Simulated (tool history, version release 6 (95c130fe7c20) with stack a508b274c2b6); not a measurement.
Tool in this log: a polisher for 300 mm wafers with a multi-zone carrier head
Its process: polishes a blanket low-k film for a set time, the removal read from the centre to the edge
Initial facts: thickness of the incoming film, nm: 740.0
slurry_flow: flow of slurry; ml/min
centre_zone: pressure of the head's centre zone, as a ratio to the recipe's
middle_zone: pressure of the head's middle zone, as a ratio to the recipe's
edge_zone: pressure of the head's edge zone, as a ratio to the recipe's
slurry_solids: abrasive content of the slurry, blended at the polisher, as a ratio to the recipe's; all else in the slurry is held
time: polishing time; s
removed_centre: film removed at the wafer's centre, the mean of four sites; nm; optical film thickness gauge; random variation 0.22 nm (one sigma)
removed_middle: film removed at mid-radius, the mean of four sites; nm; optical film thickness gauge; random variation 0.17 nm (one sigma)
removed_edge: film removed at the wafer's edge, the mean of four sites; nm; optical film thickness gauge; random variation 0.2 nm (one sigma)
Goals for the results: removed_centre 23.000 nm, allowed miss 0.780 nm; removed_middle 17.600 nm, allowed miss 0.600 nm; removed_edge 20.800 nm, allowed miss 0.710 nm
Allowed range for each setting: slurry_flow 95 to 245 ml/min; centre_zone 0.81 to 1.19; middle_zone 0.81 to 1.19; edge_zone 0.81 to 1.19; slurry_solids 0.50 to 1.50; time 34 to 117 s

{"run": 1, "hour": 0.0, "slurry_flow": 155, "centre_zone": 1.0, "middle_zone": 1.0, "edge_zone": 1.0, "slurry_solids": 1.0, "time": 75, "removed_centre": 27.409, "removed_middle": 27.754, "removed_edge": 27.36}
{"run": 2, "hour": 7.3, "slurry_flow": 155, "centre_zone": 1.0, "middle_zone": 0.97, "edge_zone": 1.0, "slurry_solids": 1.0, "time": 75, "removed_centre": 27.67, "removed_middle": 26.665, "removed_edge": 28.2}
{"run": 3, "hour": 11.2, "slurry_flow": 150, "centre_zone": 1.02, "middle_zone": 0.94, "edge_zone": 0.97, "slurry_solids": 0.85, "time": 74, "removed_centre": 25.116, "removed_middle": 23.392, "removed_edge": 24.576}
{"run": 4, "hour": 18.5, "slurry_flow": 150, "centre_zone": 1.02, "middle_zone": 0.94, "edge_zone": 0.97, "slurry_solids": 0.95, "time": 74, "removed_centre": 27.278, "removed_middle": 25.147, "removed_edge": 26.562}
{"run": 5, "hour": 19.8, "slurry_flow": 150, "centre_zone": 0.96, "middle_zone": 0.94, "edge_zone": 0.97, "slurry_solids": 0.95, "time": 74, "removed_centre": 25.34, "removed_middle": 24.815, "removed_edge": 26.233}
{"run": 6, "hour": 27.9, "slurry_flow": 150, "centre_zone": 0.96, "middle_zone": 0.94, "edge_zone": 1.03, "slurry_solids": 0.95, "time": 74, "removed_centre": 24.806, "removed_middle": 25.065, "removed_edge": 27.259}
{"run": 7, "hour": 34.7, "slurry_flow": 145, "centre_zone": 0.99, "middle_zone": 0.9, "edge_zone": 0.99, "slurry_solids": 0.85, "time": 74, "removed_centre": 24.321, "removed_middle": 22.439, "removed_edge": 24.983}
{"run": 8, "hour": 37.5, "slurry_flow": 135, "centre_zone": 1.01, "middle_zone": 0.88, "edge_zone": 0.97, "slurry_solids": 0.8, "time": 74, "removed_centre": 23.35, "removed_middle": 20.83, "removed_edge": 23.313}
{"run": 9, "hour": 45.8, "slurry_flow": 125, "centre_zone": 1.03, "middle_zone": 0.86, "edge_zone": 0.96, "slurry_solids": 0.8, "time": 74, "removed_centre": 22.702, "removed_middle": 19.859, "removed_edge": 22.876}
{"run": 10, "hour": 53.4, "slurry_flow": 120, "centre_zone": 1.06, "middle_zone": 0.85, "edge_zone": 0.94, "slurry_solids": 0.8, "time": 74, "removed_centre": 23.21, "removed_middle": 19.919, "removed_edge": 22.207}
{"run": 11, "hour": 61.0, "slurry_flow": 120, "centre_zone": 1.09, "middle_zone": 0.84, "edge_zone": 0.95, "slurry_solids": 0.75, "time": 74, "removed_centre": 23.136, "removed_middle": 18.536, "removed_edge": 21.379}
{"run": 12, "hour": 65.8, "slurry_flow": 115, "centre_zone": 1.1, "middle_zone": 0.83, "edge_zone": 0.95, "slurry_solids": 0.75, "time": 74, "removed_centre": 22.813, "removed_middle": 18.12, "removed_edge": 21.31}

Which one of the following 4 next-run settings gets every result inside its allowed miss? There is exactly one.
{"run": "A", "hour": 70.6, "slurry_flow": 145, "centre_zone": 1.07, "middle_zone": 0.86, "edge_zone": 1.01, "slurry_solids": 0.65, "time": 79, "removed_centre": "?", "removed_middle": "?", "removed_edge": "?"}
{"run": "B", "hour": 70.6, "slurry_flow": 130, "centre_zone": 1.09, "middle_zone": 0.86, "edge_zone": 0.9, "slurry_solids": 0.7, "time": 78, "removed_centre": "?", "removed_middle": "?", "removed_edge": "?"}
{"run": "C", "hour": 70.6, "slurry_flow": 110, "centre_zone": 1.06, "middle_zone": 0.91, "edge_zone": 0.93, "slurry_solids": 0.8, "time": 69, "removed_centre": "?", "removed_middle": "?", "removed_edge": "?"}
{"run": "D", "hour": 70.6, "slurry_flow": 110, "centre_zone": 1.13, "middle_zone": 0.82, "edge_zone": 0.94, "slurry_solids": 0.75, "time": 73, "removed_centre": "?", "removed_middle": "?", "removed_edge": "?"}

move=A removed_centre=23.202 removed_middle=19.115 removed_edge=22.058
move=B removed_centre=24.014 removed_middle=19.485 removed_edge=21.452
move=C removed_centre=21.540 removed_middle=18.868 removed_edge=20.493
move=D removed_centre=23.241 removed_middle=17.673 removed_edge=20.871
A: misses by more than the last run did
B: misses by more than the last run did
C: misses by more than the last run did
D: every result lands within tolerance
The move that meets every target is D.
